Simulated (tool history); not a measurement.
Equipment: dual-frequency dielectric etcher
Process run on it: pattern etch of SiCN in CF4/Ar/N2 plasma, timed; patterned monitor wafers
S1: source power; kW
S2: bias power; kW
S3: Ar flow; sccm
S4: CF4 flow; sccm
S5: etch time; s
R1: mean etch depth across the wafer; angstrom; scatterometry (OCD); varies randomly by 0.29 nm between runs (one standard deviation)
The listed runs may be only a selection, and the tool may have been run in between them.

run	hour	S1	S2	S3	S4	S5	R1
1	0	0.41	0.073	138	52	149.5	1142.4
2	2.9	0.4	0.073	138	52	149.5	1125
3	9.2	0.4	0.073	138	52	149.5	1122.1
4	11.1	0.39	0.073	138	52	149.5	1094.3
5	14	0.38	0.073	138	52	149.5	1063.4
6	16.5	0.37	0.073	138	52	149.5	1038.3
7	20.2	0.36	0.073	138	52	149.5	1010.3

What will run 8 give?
8	27	0.35	0.073	138	52	149.5	?

R1: 984.38 angstrom

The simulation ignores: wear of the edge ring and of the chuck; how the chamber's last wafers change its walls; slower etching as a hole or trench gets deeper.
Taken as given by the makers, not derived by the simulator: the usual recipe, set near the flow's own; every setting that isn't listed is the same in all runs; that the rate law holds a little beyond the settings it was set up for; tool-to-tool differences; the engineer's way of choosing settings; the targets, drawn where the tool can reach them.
